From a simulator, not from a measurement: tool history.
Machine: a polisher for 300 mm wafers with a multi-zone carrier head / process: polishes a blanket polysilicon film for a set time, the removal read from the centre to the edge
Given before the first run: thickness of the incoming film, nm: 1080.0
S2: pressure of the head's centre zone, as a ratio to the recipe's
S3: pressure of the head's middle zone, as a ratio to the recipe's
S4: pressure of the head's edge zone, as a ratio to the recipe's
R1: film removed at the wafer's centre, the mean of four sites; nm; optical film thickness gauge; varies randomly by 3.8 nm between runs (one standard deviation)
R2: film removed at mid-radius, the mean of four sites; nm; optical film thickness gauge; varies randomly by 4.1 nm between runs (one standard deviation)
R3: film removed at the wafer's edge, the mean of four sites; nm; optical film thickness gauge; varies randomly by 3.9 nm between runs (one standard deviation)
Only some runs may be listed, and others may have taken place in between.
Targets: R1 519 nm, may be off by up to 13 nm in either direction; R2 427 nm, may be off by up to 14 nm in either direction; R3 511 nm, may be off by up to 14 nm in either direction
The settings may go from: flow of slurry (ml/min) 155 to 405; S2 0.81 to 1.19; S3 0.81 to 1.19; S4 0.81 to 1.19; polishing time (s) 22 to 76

{"run": 1, "hour": 0.0, "flow of slurry (ml/min)": 260, "S2": 1, "S3": 1, "S4": 1, "polishing time (s)": 49, "R1": 353.03, "R2": 347.16, "R3": 351.64}
{"run": 2, "hour": 3.9, "flow of slurry (ml/min)": 260, "S2": 0.93, "S3": 1, "S4": 1, "polishing time (s)": 49, "R1": 338.23, "R2": 346.47, "R3": 354.04}
{"run": 3, "hour": 6.0, "flow of slurry (ml/min)": 260, "S2": 0.85, "S3": 1, "S4": 1, "polishing time (s)": 49, "R1": 308.65, "R2": 346.2, "R3": 350.42}
{"run": 4, "hour": 14.7, "flow of slurry (ml/min)": 260, "S2": 0.89, "S3": 1, "S4": 1, "polishing time (s)": 49, "R1": 325.14, "R2": 348, "R3": 351.77}
{"run": 5, "hour": 16.8, "flow of slurry (ml/min)": 270, "S2": 0.96, "S3": 0.97, "S4": 1.05, "polishing time (s)": 53, "R1": 374.53, "R2": 364.68, "R3": 386.74}
{"run": 6, "hour": 20.4, "flow of slurry (ml/min)": 270, "S2": 0.96, "S3": 0.97, "S4": 1, "polishing time (s)": 53, "R1": 374.73, "R2": 369.56, "R3": 380.49}
{"run": 7, "hour": 23.1, "flow of slurry (ml/min)": 270, "S2": 0.96, "S3": 0.97, "S4": 1, "polishing time (s)": 53, "R1": 371.22, "R2": 374.61, "R3": 384.91}
{"run": 8, "hour": 30.2, "flow of slurry (ml/min)": 280, "S2": 1, "S3": 0.94, "S4": 1.05, "polishing time (s)": 57, "R1": 421.79, "R2": 392.74, "R3": 416.06}
{"run": 9, "hour": 37.7, "flow of slurry (ml/min)": 280, "S2": 1, "S3": 0.94, "S4": 1.05, "polishing time (s)": 57, "R1": 426.65, "R2": 391.91, "R3": 425.12}
{"run": 10, "hour": 43.4, "flow of slurry (ml/min)": 280, "S2": 1, "S3": 0.94, "S4": 1.05, "polishing time (s)": 57, "R1": 424.25, "R2": 385.21, "R3": 423.84}
{"run": 11, "hour": 47.9, "flow of slurry (ml/min)": 290, "S2": 1.02, "S3": 0.94, "S4": 1.09, "polishing time (s)": 59, "R1": 442.64, "R2": 407.81, "R3": 445.24}

Exercise: of the 5 proposed moves below, exactly one satisfies all targets within the stated allowed misses. Which move is it?
{"run": "A", "hour": 52.4, "flow of slurry (ml/min)": 320, "S2": 1.19, "S3": 0.84, "S4": 0.92, "polishing time (s)": 59, "R1": "?", "R2": "?", "R3": "?"}
{"run": "B", "hour": 52.4, "flow of slurry (ml/min)": 265, "S2": 1, "S3": 0.97, "S4": 1.13, "polishing time (s)": 67, "R1": "?", "R2": "?", "R3": "?"}
{"run": "C", "hour": 52.4, "flow of slurry (ml/min)": 295, "S2": 0.88, "S3": 0.95, "S4": 1.11, "polishing time (s)": 55, "R1": "?", "R2": "?", "R3": "?"}
{"run": "D", "hour": 52.4, "flow of slurry (ml/min)": 255, "S2": 1.14, "S3": 0.95, "S4": 0.98, "polishing time (s)": 69, "R1": "?", "R2": "?", "R3": "?"}
{"run": "E", "hour": 52.4, "flow of slurry (ml/min)": 340, "S2": 1, "S3": 0.81, "S4": 1.02, "polishing time (s)": 69, "R1": "?", "R2": "?", "R3": "?"}

move=A R1=505.73 R2=366.14 R3=412.37
move=B R1=486.12 R2=458.48 R3=510.29
move=C R1=362.34 R2=373.97 R3=418.3
move=D R1=557.64 R2=462.46 R3=488.5
move=E R1=512.12 R2=418.62 R3=508.62
A: further off than the last run
B: better than the last run, though not everything is in spec
C: further off than the last run
D: the result that was furthest off in the last run now lies on the other side of its target
E: in spec on every target
E is the move that brings every result within its allowed miss.

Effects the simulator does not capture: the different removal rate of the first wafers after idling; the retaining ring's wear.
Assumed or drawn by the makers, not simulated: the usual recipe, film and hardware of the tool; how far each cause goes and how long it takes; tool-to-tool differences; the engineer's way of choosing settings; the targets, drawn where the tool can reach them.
